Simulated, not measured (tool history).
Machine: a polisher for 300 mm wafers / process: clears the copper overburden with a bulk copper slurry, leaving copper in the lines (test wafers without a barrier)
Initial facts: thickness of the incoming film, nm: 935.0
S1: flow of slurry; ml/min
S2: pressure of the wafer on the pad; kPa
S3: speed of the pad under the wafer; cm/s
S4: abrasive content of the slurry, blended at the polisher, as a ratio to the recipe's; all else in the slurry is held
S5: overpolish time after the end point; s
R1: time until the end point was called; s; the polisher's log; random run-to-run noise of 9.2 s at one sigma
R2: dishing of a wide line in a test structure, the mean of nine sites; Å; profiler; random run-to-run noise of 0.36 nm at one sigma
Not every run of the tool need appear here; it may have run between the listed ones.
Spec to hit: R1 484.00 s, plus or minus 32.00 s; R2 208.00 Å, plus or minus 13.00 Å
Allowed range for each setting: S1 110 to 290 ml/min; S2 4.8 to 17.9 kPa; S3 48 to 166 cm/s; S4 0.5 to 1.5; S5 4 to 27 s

| run | hour | S1 | S2 | S3 | S4 | S5 | R1 | R2 |
|---|---|---|---|---|---|---|---|---|
| 1 | 0.0 | 185 | 11.0 | 106 | 1.0 | 14 | 221.52 | 325.80 |
| 2 | 5.0 | 185 | 11.0 | 120 | 1.0 | 14 | 196.21 | 342.48 |
| 3 | 13.7 | 180 | 9.0 | 108 | 1.0 | 14 | 266.63 | 286.71 |
| 4 | 20.2 | 180 | 10.3 | 108 | 1.0 | 14 | 224.02 | 324.55 |
| 5 | 27.8 | 180 | 9.0 | 100 | 1.0 | 14 | 286.21 | 281.95 |
| 6 | 28.9 | 180 | 9.0 | 100 | 1.0 | 10 | 281.79 | 221.79 |
| 7 | 33.8 | 180 | 7.6 | 96 | 1.0 | 11 | 335.53 | 203.33 |
| 8 | 40.4 | 180 | 6.9 | 92 | 1.0 | 13 | 412.30 | 201.60 |
| 9 | 47.1 | 180 | 6.9 | 92 | 1.0 | 14 | 385.60 | 209.56 |
| 10 | 51.0 | 180 | 6.2 | 90 | 1.0 | 15 | 448.72 | 209.63 |
| 11 | 57.6 | 180 | 6.2 | 90 | 1.0 | 16 | 436.73 | 214.85 |

Exercise: of the 5 proposed moves below, exactly one satisfies all targets within the stated allowed misses. Which move is it?
| A | 64.2 | 245 | 6.2 | 98 | 0.9 | 13 | ? | ? |
| B | 64.2 | 190 | 6.2 | 94 | 1.0 | 16 | ? | ? |
| C | 64.2 | 110 | 5.5 | 104 | 0.7 | 17 | ? | ? |
| D | 64.2 | 175 | 6.2 | 80 | 1.0 | 20 | ? | ? |
| E | 64.2 | 200 | 7.6 | 88 | 1.0 | 14 | ? | ? |

| move | R1 | R2 |
|---|---|---|
| A | 399.53 | 194.95 |
| B | 417.24 | 218.92 |
| C | 486.43 | 203.36 |
| D | 491.77 | 227.80 |
| E | 365.32 | 222.21 |
A: moves away from the targets compared with the last run
B: moves away from the targets compared with the last run
C: meets every target
D: the worst result of the last run now meets its target, but another is out of spec
E: moves away from the targets compared with the last run
Move C is the one to make.
